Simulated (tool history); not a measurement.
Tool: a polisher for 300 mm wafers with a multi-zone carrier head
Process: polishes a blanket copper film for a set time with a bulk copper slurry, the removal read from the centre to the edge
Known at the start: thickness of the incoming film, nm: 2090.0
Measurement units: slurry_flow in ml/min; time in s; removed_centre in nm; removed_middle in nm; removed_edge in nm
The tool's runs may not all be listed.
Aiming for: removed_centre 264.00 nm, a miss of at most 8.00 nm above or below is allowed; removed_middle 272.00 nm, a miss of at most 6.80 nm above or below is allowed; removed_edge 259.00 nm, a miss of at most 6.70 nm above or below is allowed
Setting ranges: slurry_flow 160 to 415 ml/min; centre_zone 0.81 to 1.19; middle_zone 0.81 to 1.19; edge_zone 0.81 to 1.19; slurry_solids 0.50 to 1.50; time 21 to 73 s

| run | day | slurry_flow | centre_zone | middle_zone | edge_zone | slurry_solids | time | removed_centre | removed_middle | removed_edge |
|---|---|---|---|---|---|---|---|---|---|---|
| 1 | 0.000 | 265 | 1.00 | 1.00 | 1.00 | 1.00 | 47 | 406.66 | 407.76 | 405.44 |
| 2 | 0.179 | 265 | 0.99 | 0.99 | 0.98 | 0.95 | 45 | 387.56 | 381.27 | 373.27 |
| 3 | 0.362 | 265 | 0.99 | 0.99 | 1.04 | 0.95 | 45 | 382.30 | 384.69 | 384.99 |
| 4 | 0.538 | 265 | 1.05 | 0.99 | 1.04 | 0.95 | 45 | 404.32 | 378.00 | 386.67 |
| 5 | 0.862 | 265 | 1.05 | 0.99 | 1.04 | 0.95 | 56 | 515.68 | 473.04 | 484.98 |
| 6 | 0.896 | 260 | 1.03 | 0.98 | 1.02 | 0.90 | 53 | 470.32 | 439.99 | 446.47 |
| 7 | 1.012 | 230 | 0.93 | 0.90 | 0.92 | 0.65 | 40 | 305.29 | 293.47 | 304.60 |
| 8 | 1.183 | 230 | 0.92 | 0.91 | 0.91 | 0.65 | 39 | 294.97 | 290.02 | 298.39 |
| 9 | 1.217 | 215 | 0.91 | 0.96 | 0.81 | 0.50 | 35 | 249.40 | 262.00 | 247.19 |
| 10 | 1.521 | 220 | 0.91 | 0.96 | 0.82 | 0.50 | 35 | 254.49 | 260.98 | 246.71 |
| 11 | 1.825 | 225 | 0.91 | 0.96 | 0.83 | 0.50 | 35 | 253.55 | 263.47 | 250.32 |
| 12 | 2.196 | 230 | 0.91 | 0.96 | 0.83 | 0.50 | 35 | 255.81 | 268.49 | 249.41 |
| 13 | 2.542 | 230 | 0.91 | 0.96 | 0.84 | 0.50 | 35 | 251.43 | 262.22 | 253.61 |
| 14 | 2.642 | 235 | 0.91 | 0.96 | 0.84 | 0.50 | 35 | 254.62 | 262.26 | 253.78 |

Below are 4 possible settings for the next run. Only one of them brings all results inside the allowed miss of their targets. Which is it?
| A | 2.742 | 200 | 1.00 | 1.01 | 0.81 | 0.50 | 37 | ? | ? | ? |
| B | 2.742 | 205 | 0.90 | 1.01 | 0.81 | 0.55 | 37 | ? | ? | ? |
| C | 2.742 | 225 | 0.88 | 0.98 | 0.94 | 0.50 | 35 | ? | ? | ? |
| D | 2.742 | 205 | 0.94 | 0.98 | 0.87 | 0.65 | 35 | ? | ? | ? |

| move | removed_centre | removed_middle | removed_edge |
|---|---|---|---|
| A | 290.03 | 284.24 | 256.12 |
| B | 267.89 | 287.86 | 259.08 |
| C | 248.96 | 265.64 | 261.77 |
| D | 267.82 | 270.14 | 257.60 |
A: moves the result that the last run missed by most past its target, out the other side
B: moves the result that the last run missed by most past its target, out the other side
C: meets the target for the result that was furthest off, but another lies outside its allowed miss
D: all results land within tolerance of their targets
D meets every target.
